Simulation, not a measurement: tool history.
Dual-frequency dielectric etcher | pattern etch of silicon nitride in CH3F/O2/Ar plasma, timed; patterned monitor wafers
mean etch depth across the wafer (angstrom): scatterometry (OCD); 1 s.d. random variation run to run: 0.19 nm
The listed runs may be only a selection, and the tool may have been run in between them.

run	hour	source power (W)	bias power (W)	etch time (s)	mean etch depth across the wafer (angstrom)
1	0	390	69	57	375.72
2	3.6	450	69	57	401.8
3	12.1	430	68	57	390.76
4	15.3	430	68	57	394.16
5	16.1	410	67	57	382.41
6	20.7	460	67	57	403.93

Estimate the outcome of run 7 from the log above:
7	28.3	440	66	57	?

Logged for run 7: mean etch depth across the wafer (angstrom) 392.12.
